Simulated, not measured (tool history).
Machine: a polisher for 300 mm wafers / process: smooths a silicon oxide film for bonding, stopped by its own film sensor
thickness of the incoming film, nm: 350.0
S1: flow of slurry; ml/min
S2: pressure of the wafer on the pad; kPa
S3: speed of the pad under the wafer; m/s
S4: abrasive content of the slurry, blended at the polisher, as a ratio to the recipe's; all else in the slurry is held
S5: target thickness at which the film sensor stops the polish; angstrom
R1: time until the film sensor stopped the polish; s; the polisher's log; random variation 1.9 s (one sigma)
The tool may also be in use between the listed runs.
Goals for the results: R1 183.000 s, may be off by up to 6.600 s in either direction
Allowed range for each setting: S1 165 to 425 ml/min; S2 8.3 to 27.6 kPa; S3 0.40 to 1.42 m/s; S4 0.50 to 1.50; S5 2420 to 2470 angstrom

{"run": 1, "hour": 0.0, "S1": 275, "S2": 17.9, "S3": 0.9, "S4": 1.0, "S5": 2470, "R1": 100.09}
{"run": 2, "hour": 8.4, "S1": 275, "S2": 17.9, "S3": 0.9, "S4": 1.2, "S5": 2470, "R1": 94.69}
{"run": 3, "hour": 9.6, "S1": 275, "S2": 17.9, "S3": 0.98, "S4": 1.2, "S5": 2470, "R1": 88.672}
{"run": 4, "hour": 15.2, "S1": 275, "S2": 22.1, "S3": 0.98, "S4": 1.2, "S5": 2470, "R1": 72.508}
{"run": 5, "hour": 22.3, "S1": 310, "S2": 22.1, "S3": 0.98, "S4": 1.2, "S5": 2470, "R1": 71.998}
{"run": 6, "hour": 25.1, "S1": 310, "S2": 19.3, "S3": 0.92, "S4": 1.2, "S5": 2470, "R1": 86.834}
{"run": 7, "hour": 28.3, "S1": 310, "S2": 17.2, "S3": 0.88, "S4": 1.2, "S5": 2470, "R1": 99.416}
{"run": 8, "hour": 31.6, "S1": 310, "S2": 15.9, "S3": 0.84, "S4": 1.2, "S5": 2470, "R1": 111.89}
{"run": 9, "hour": 37.0, "S1": 310, "S2": 14.5, "S3": 0.82, "S4": 1.2, "S5": 2470, "R1": 121.52}
{"run": 10, "hour": 43.4, "S1": 310, "S2": 13.1, "S3": 0.8, "S4": 1.2, "S5": 2470, "R1": 135.81}

Next run, 5 choices. One meets every target within its allowed miss, the rest don't. Which?
{"run": "A", "hour": 49.8, "S1": 295, "S2": 9.0, "S3": 0.74, "S4": 1.1, "S5": 2420, "R1": "?"}
{"run": "B", "hour": 49.8, "S1": 360, "S2": 9.0, "S3": 0.72, "S4": 1.1, "S5": 2430, "R1": "?"}
{"run": "C", "hour": 49.8, "S1": 360, "S2": 9.0, "S3": 0.72, "S4": 1.25, "S5": 2470, "R1": "?"}
{"run": "D", "hour": 49.8, "S1": 320, "S2": 10.3, "S3": 0.8, "S4": 1.15, "S5": 2420, "R1": "?"}
{"run": "E", "hour": 49.8, "S1": 320, "S2": 14.5, "S3": 0.48, "S4": 1.25, "S5": 2470, "R1": "?"}

move=A R1=225.840
move=B R1=223.850
move=C R1=206.510
move=D R1=183.090
move=E R1=170.690
A: takes the biggest miss from the last run beyond its target
B: takes the biggest miss from the last run beyond its target
C: takes the biggest miss from the last run beyond its target
D: hits every target within its allowed miss
E: moves toward the targets from the last run without getting all of them in spec
So the answer is move D, the one that meets all the targets.
